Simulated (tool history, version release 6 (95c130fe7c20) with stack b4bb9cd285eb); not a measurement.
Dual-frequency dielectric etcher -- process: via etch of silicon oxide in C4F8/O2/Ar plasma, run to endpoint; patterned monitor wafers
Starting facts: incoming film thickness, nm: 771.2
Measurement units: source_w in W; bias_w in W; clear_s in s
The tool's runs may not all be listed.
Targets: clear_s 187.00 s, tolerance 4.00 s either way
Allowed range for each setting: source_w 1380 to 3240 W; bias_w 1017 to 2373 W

run  hour  source_w  bias_w  clear_s
  1   0.0      2310    1695   147.56
  2   7.5      2130    1608   155.20
  3  11.5      2450    1608   148.10
  4  18.5      2270    1518   152.22
  5  20.5      2100    1422   159.76
  6  22.1      1970    1363   165.57
  7  29.4      1870    1329   169.45
     32.7  -- bias power generator calibrated
  8  32.7      1780    1305   172.68

Below are 5 possible settings for the next run. Only one of them brings all results inside the allowed miss of their targets. Which is it?
  A  36.0      1560    1382        ?
  B  36.0      1430    1084        ?
  C  36.0      1380    1047        ?
  D  36.0      1380    1049        ?
  E  36.0      1420    1297        ?

move  clear_s
   A   177.84
   B   196.12
   C   200.48
   D   200.38
   E   187.17
A: an improvement on the last run, though not all results are within tolerance
B: pushes the last run's worst result past its target
C: pushes the last run's worst result past its target
D: pushes the last run's worst result past its target
E: every result lands within tolerance
The right move is E.

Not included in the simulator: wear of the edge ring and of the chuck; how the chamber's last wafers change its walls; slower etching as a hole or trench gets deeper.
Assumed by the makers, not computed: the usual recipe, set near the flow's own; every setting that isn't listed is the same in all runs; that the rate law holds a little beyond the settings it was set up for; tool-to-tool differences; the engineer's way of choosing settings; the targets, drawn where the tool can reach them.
